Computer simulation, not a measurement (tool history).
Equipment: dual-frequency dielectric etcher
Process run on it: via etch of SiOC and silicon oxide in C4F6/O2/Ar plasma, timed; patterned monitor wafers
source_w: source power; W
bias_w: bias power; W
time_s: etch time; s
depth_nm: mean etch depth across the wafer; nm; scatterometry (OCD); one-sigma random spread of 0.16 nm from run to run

run	hour	source_w	bias_w	time_s	depth_nm
1	0	250	156	80.5	72.06
2	5.7	250	130	80.5	69.244
3	8.7	250	152	80.5	71.668
4	15.4	250	152	80.5	71.584
5	19.8	250	152	84	74.59
6	22.4	250	152	84	74.864
7	31.2	220	140	83.5	69.363
8	33.1	200	138	83.5	66.941

The next listed run, before its measurement:
9	36.7	150	127	83.5	?

{"run 9": {"depth_nm": 58.744}}
